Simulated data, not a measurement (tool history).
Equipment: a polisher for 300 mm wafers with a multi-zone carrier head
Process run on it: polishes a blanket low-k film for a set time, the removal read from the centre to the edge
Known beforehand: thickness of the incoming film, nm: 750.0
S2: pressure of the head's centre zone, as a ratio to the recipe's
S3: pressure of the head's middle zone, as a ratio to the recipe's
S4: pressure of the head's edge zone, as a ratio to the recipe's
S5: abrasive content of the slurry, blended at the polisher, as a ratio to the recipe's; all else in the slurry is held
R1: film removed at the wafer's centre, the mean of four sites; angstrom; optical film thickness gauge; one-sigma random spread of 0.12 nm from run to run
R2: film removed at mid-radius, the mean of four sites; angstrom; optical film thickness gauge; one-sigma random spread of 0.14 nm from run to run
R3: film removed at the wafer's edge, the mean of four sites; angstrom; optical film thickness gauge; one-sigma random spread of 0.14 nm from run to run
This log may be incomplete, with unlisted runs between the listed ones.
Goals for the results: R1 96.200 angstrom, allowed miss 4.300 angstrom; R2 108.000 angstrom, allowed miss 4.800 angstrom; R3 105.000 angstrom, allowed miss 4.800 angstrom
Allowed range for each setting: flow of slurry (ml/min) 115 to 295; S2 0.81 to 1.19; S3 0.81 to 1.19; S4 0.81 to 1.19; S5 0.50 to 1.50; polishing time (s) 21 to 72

run 1 hour=0.0 | flow_of_slurry_(ml/min)=190 S2=1.00 S3=1.00 S4=1.00 S5=1.00 polishing_time_(s)=46 | R1=155.030 R2=152.960 R3=159.460
run 2 hour=7.5 | flow_of_slurry_(ml/min)=190 S2=1.00 S3=1.00 S4=1.00 S5=1.20 polishing_time_(s)=46 | R1=167.800 R2=166.640 R3=173.630
run 3 hour=12.5 | flow_of_slurry_(ml/min)=190 S2=0.98 S3=1.00 S4=0.99 S5=1.10 polishing_time_(s)=45 | R1=157.570 R2=155.110 R3=161.840
run 4 hour=17.1 | flow_of_slurry_(ml/min)=190 S2=0.94 S3=1.00 S4=0.99 S5=1.10 polishing_time_(s)=45 | R1=150.540 R2=154.940 R3=165.270
run 5 hour=21.6 | flow_of_slurry_(ml/min)=190 S2=0.94 S3=0.92 S4=0.99 S5=1.10 polishing_time_(s)=45 | R1=152.830 R2=144.740 R3=159.670
run 6 hour=28.4 | flow_of_slurry_(ml/min)=190 S2=0.93 S3=0.94 S4=0.97 S5=1.00 polishing_time_(s)=44 | R1=143.490 R2=142.400 R3=147.240
run 7 hour=30.8 | flow_of_slurry_(ml/min)=185 S2=0.91 S3=0.94 S4=0.97 S5=0.95 polishing_time_(s)=43 | R1=131.360 R2=130.910 R3=139.980
run 8 hour=37.8 | flow_of_slurry_(ml/min)=180 S2=0.90 S3=0.94 S4=0.95 S5=0.90 polishing_time_(s)=43 | R1=126.870 R2=129.610 R3=134.860
run 9 hour=40.4 | flow_of_slurry_(ml/min)=175 S2=0.89 S3=0.94 S4=0.94 S5=0.85 polishing_time_(s)=43 | R1=123.640 R2=124.550 R3=129.290
run 10 hour=47.1 | flow_of_slurry_(ml/min)=170 S2=0.88 S3=0.95 S4=0.93 S5=0.80 polishing_time_(s)=43 | R1=113.870 R2=123.860 R3=128.760
run 11 hour=48.1 | flow_of_slurry_(ml/min)=220 S2=0.95 S3=1.00 S4=0.86 S5=0.55 polishing_time_(s)=37 | R1=88.790 R2=95.106 R3=88.256

Consider the 5 candidate settings below. Which is the only one whose results all fall within their allowed miss of target?
run A hour=49.1 | flow_of_slurry_(ml/min)=260 S2=0.91 S3=1.07 S4=0.81 S5=0.65 polishing_time_(s)=36 | R1=? R2=? R3=?
run B hour=49.1 | flow_of_slurry_(ml/min)=185 S2=0.87 S3=0.99 S4=0.89 S5=0.60 polishing_time_(s)=42 | R1=? R2=? R3=?
run C hour=49.1 | flow_of_slurry_(ml/min)=295 S2=1.04 S3=1.18 S4=0.81 S5=0.50 polishing_time_(s)=35 | R1=? R2=? R3=?
run D hour=49.1 | flow_of_slurry_(ml/min)=155 S2=0.81 S3=0.84 S4=1.10 S5=0.50 polishing_time_(s)=41 | R1=? R2=? R3=?
run E hour=49.1 | flow_of_slurry_(ml/min)=220 S2=0.83 S3=1.07 S4=0.91 S5=0.55 polishing_time_(s)=41 | R1=? R2=? R3=?

move=A R1=94.060 R2=106.470 R3=91.900
move=B R1=96.073 R2=106.600 R3=103.730
move=C R1=90.228 R2=98.220 R3=77.628
move=D R1=76.699 R2=79.456 R3=99.095
move=E R1=87.967 R2=108.350 R3=98.993
A: moves toward the targets from the last run without getting all of them in spec
B: all results in spec
C: lands further from the targets than the last run did
D: lands further from the targets than the last run did
E: moves toward the targets from the last run without getting all of them in spec
So the answer is move B, the one that meets all the targets.

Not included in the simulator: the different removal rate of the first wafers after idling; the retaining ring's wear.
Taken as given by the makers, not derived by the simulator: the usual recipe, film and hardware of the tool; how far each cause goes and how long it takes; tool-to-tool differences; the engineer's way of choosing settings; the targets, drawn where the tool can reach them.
